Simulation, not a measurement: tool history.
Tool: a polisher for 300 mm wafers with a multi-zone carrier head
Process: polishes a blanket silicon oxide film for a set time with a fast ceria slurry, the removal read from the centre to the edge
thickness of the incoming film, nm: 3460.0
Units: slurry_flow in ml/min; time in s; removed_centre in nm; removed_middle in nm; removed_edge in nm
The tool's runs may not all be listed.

run,hour,slurry_flow,centre_zone,middle_zone,edge_zone,time,removed_centre,removed_middle,removed_edge
1,0,140,1,1,1,64,687.37,681.9,696.28
2,7.7,140,1,1,1.05,64,706.22,697.38,696.3
3,12.2,140,0.93,1,1.05,64,645.87,693.34,702.25
4,19.1,140,0.85,1,1.05,64,606.38,692.61,698.76
5,21.3,115,0.85,1,1.05,64,561.58,656.28,672.17
6,24.2,85,0.85,1,1.05,64,512.49,609.19,641.45
7,27.3,100,0.87,0.99,1.07,66,574.94,641.35,706.44
8,33.3,140,0.97,1.09,1.15,68,730.96,796.88,767.41
9,37.4,140,0.97,1.09,1.15,68,720.9,789,773.89

Run 10 comes next. What will it give?
10,43.9,145,0.97,1.07,1.16,69,?,?,?

removed_centre: 740.45 nm
removed_middle: 781.79 nm
removed_edge: 792.65 nm
